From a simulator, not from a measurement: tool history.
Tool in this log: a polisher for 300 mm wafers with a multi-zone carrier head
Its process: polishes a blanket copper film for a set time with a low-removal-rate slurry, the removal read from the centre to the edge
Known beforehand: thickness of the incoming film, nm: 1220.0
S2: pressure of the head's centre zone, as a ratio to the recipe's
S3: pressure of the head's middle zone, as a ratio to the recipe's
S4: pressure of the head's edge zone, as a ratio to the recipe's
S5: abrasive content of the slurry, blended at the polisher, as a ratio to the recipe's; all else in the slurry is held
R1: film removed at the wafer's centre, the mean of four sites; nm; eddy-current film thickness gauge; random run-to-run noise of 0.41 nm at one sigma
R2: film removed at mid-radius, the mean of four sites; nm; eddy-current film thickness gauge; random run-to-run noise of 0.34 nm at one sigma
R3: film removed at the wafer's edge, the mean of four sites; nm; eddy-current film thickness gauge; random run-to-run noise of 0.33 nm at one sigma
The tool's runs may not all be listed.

Run 1, day 0: flow of slurry (ml/min) 250, S2 1, S3 1, S4 1, S5 1, polishing time (s) 34. Result: R1 93.458 nm, R2 91.406 nm, R3 88.895 nm.
Run 2, day 0.225: flow of slurry (ml/min) 250, S2 1, S3 1, S4 1, S5 1.2, polishing time (s) 34. Result: R1 100.12 nm, R2 95.796 nm, R3 95.125 nm.
Run 3, day 0.35: flow of slurry (ml/min) 250, S2 1, S3 1.06, S4 1, S5 1.2, polishing time (s) 34. Result: R1 98.111 nm, R2 100.84 nm, R3 95.141 nm.
Run 4, day 0.488: flow of slurry (ml/min) 245, S2 0.99, S3 1.03, S4 0.95, S5 1, polishing time (s) 31. Result: R1 84.474 nm, R2 84.86 nm, R3 80.121 nm.
Run 5, day 0.517: flow of slurry (ml/min) 245, S2 0.99, S3 1.03, S4 0.95, S5 1.2, polishing time (s) 31. Result: R1 88.295 nm, R2 89.53 nm, R3 85.496 nm.
Run 6, day 0.546: flow of slurry (ml/min) 190, S2 0.99, S3 1.03, S4 0.95, S5 1.2, polishing time (s) 31. Result: R1 84.668 nm, R2 86.041 nm, R3 82.101 nm.
Run 7, day 0.717: flow of slurry (ml/min) 185, S2 1, S3 1.02, S4 0.92, S5 1, polishing time (s) 29. Result: R1 75.76 nm, R2 76.974 nm, R3 71.473 nm.
Run 8, day 1.029: flow of slurry (ml/min) 180, S2 1, S3 1, S4 0.89, S5 0.85, polishing time (s) 27. Result: R1 66.646 nm, R2 66.403 nm, R3 62.943 nm.

Expected results for the next run?
Run 9, day 1.112: flow of slurry (ml/min) 180, S2 1.01, S3 1.01, S4 0.87, S5 0.75, polishing time (s) 26. Result: R1 ?, R2 ?, R3 ?.

{"run 9": {"R1": 62.374, "R2": 62.308, "R3": 57.324}}
